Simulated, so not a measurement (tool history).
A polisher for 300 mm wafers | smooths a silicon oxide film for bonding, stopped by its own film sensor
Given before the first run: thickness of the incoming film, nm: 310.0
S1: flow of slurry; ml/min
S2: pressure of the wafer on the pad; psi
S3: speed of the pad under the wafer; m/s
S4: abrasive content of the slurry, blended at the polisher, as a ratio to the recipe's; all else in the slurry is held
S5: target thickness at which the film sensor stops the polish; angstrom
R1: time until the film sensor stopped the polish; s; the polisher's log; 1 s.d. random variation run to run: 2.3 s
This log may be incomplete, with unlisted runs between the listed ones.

Run 1, hour 0: S1 155 ml/min, S2 1.9 psi, S3 1.14 m/s, S4 1, S5 2680 angstrom. Result: R1 58.671 s.
Run 2, hour 3.9: S1 155 ml/min, S2 2.2 psi, S3 1.14 m/s, S4 1, S5 2680 angstrom. Result: R1 51.026 s.
Run 3, hour 7.5: S1 155 ml/min, S2 2 psi, S3 1.14 m/s, S4 1, S5 2680 angstrom. Result: R1 54.739 s.
Run 4, hour 14.2: S1 150 ml/min, S2 1.7 psi, S3 0.96 m/s, S4 0.95, S5 2680 angstrom. Result: R1 74.618 s.
Run 5, hour 19.4: S1 150 ml/min, S2 1.5 psi, S3 0.86 m/s, S4 0.95, S5 2680 angstrom. Result: R1 87.9 s.
Run 6, hour 20.7: S1 150 ml/min, S2 1.3 psi, S3 0.8 m/s, S4 0.95, S5 2680 angstrom. Result: R1 107.99 s.
Run 7, hour 24.3: S1 150 ml/min, S2 1.2 psi, S3 0.8 m/s, S4 0.95, S5 2680 angstrom. Result: R1 113.45 s.

Forecast run 8:
Run 8, hour 25.4: S1 150 ml/min, S2 1.1 psi, S3 0.8 m/s, S4 0.95, S5 2680 angstrom. Result: R1 ?.

{"run 8": {"R1": 124.32}}

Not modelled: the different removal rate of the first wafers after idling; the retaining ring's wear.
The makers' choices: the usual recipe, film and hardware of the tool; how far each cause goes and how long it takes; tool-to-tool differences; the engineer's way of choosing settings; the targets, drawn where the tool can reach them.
